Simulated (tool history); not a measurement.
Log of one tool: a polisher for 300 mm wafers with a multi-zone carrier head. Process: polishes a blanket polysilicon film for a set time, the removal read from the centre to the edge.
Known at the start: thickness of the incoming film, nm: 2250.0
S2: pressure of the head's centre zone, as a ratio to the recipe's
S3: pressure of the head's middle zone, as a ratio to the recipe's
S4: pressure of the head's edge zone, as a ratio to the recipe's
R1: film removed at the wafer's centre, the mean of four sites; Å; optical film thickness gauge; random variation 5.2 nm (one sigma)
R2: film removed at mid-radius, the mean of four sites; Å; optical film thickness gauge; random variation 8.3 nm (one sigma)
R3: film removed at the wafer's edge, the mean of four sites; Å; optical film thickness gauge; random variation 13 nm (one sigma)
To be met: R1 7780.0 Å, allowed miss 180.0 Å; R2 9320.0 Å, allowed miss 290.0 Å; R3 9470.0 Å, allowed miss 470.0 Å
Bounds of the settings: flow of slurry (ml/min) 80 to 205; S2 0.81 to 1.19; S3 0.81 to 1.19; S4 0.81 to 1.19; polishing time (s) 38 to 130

run 1 hour=0.0 | flow_of_slurry_(ml/min)=135 S2=1.00 S3=1.00 S4=1.00 polishing_time_(s)=84 | R1=6638.4 R2=6370.6 R3=6526.7
run 2 hour=8.3 | flow_of_slurry_(ml/min)=135 S2=1.00 S3=0.92 S4=1.00 polishing_time_(s)=84 | R1=6529.2 R2=5979.7 R3=6449.6
run 3 hour=16.3 | flow_of_slurry_(ml/min)=115 S2=1.00 S3=0.92 S4=1.00 polishing_time_(s)=84 | R1=6330.3 R2=5673.3 R3=6349.0
run 4 hour=22.3 | flow_of_slurry_(ml/min)=115 S2=1.00 S3=0.85 S4=1.00 polishing_time_(s)=84 | R1=6197.0 R2=5377.7 R3=6593.7
run 5 hour=26.7 | flow_of_slurry_(ml/min)=120 S2=0.97 S3=0.88 S4=1.02 polishing_time_(s)=88 | R1=6482.8 R2=5829.7 R3=6760.0
run 6 hour=29.4 | flow_of_slurry_(ml/min)=105 S2=0.97 S3=0.88 S4=1.02 polishing_time_(s)=88 | R1=6178.3 R2=5659.3 R3=6564.5
run 7 hour=37.8 | flow_of_slurry_(ml/min)=110 S2=0.95 S3=0.90 S4=1.05 polishing_time_(s)=92 | R1=6404.4 R2=6114.4 R3=7005.7
run 8 hour=46.3 | flow_of_slurry_(ml/min)=120 S2=0.93 S3=0.91 S4=1.07 polishing_time_(s)=95 | R1=6657.2 R2=6358.3 R3=7628.8
run 9 hour=52.8 | flow_of_slurry_(ml/min)=130 S2=0.92 S3=0.95 S4=1.08 polishing_time_(s)=96 | R1=6776.8 R2=6879.9 R3=7659.6
run 10 hour=60.2 | flow_of_slurry_(ml/min)=140 S2=0.91 S3=0.97 S4=1.10 polishing_time_(s)=97 | R1=7069.4 R2=7242.7 R3=8006.1
run 11 hour=63.6 | flow_of_slurry_(ml/min)=145 S2=0.90 S3=0.99 S4=1.11 polishing_time_(s)=98 | R1=7061.0 R2=7386.0 R3=8163.8
run 12 hour=69.3 | flow_of_slurry_(ml/min)=150 S2=0.89 S3=1.01 S4=1.12 polishing_time_(s)=99 | R1=7071.0 R2=7732.8 R3=8174.7
run 13 hour=74.4 | flow_of_slurry_(ml/min)=150 S2=0.89 S3=1.01 S4=1.12 polishing_time_(s)=99 | R1=7065.8 R2=7628.0 R3=8275.5
run 14 hour=82.3 | flow_of_slurry_(ml/min)=155 S2=0.88 S3=1.03 S4=1.13 polishing_time_(s)=100 | R1=7110.1 R2=7917.5 R3=8363.7
run 15 hour=84.1 | flow_of_slurry_(ml/min)=160 S2=0.88 S3=1.04 S4=1.14 polishing_time_(s)=101 | R1=7189.7 R2=8235.3 R3=8509.7
run 16 hour=85.0 | flow_of_slurry_(ml/min)=165 S2=0.88 S3=1.04 S4=1.15 polishing_time_(s)=102 | R1=7315.7 R2=8342.7 R3=8614.0
run 17 hour=92.1 | flow_of_slurry_(ml/min)=165 S2=0.88 S3=1.04 S4=1.15 polishing_time_(s)=103 | R1=7436.4 R2=8429.9 R3=8774.8
run 18 hour=97.2 | flow_of_slurry_(ml/min)=170 S2=0.88 S3=1.04 S4=1.16 polishing_time_(s)=104 | R1=7547.7 R2=8576.1 R3=9019.0
run 19 hour=101.9 | flow_of_slurry_(ml/min)=175 S2=0.88 S3=1.05 S4=1.16 polishing_time_(s)=104 | R1=7598.8 R2=8702.9 R3=8925.8
run 20 hour=103.3 | flow_of_slurry_(ml/min)=175 S2=0.88 S3=1.05 S4=1.16 polishing_time_(s)=105 | R1=7703.7 R2=8717.8 R3=8917.9

Which of these 5 next moves meets every target?
run A hour=104.7 | flow_of_slurry_(ml/min)=200 S2=0.93 S3=1.08 S4=1.09 polishing_time_(s)=99 | R1=? R2=? R3=?
run B hour=104.7 | flow_of_slurry_(ml/min)=175 S2=0.86 S3=0.97 S4=1.17 polishing_time_(s)=105 | R1=? R2=? R3=?
run C hour=104.7 | flow_of_slurry_(ml/min)=165 S2=0.86 S3=1.08 S4=1.17 polishing_time_(s)=110 | R1=? R2=? R3=?
run D hour=104.7 | flow_of_slurry_(ml/min)=205 S2=0.97 S3=1.13 S4=1.08 polishing_time_(s)=93 | R1=? R2=? R3=?
run E hour=104.7 | flow_of_slurry_(ml/min)=135 S2=0.87 S3=0.93 S4=1.10 polishing_time_(s)=112 | R1=? R2=? R3=?

move=A R1=7806.7 R2=8579.9 R3=8241.6
move=B R1=7464.7 R2=8134.9 R3=8923.1
move=C R1=7734.7 R2=9237.3 R3=9263.4
move=D R1=7685.3 R2=8407.3 R3=7723.3
move=E R1=7595.2 R2=7954.2 R3=8899.3
A: further off than the last run
B: further off than the last run
C: meets every target
D: further off than the last run
E: further off than the last run
Move C is the one to make.
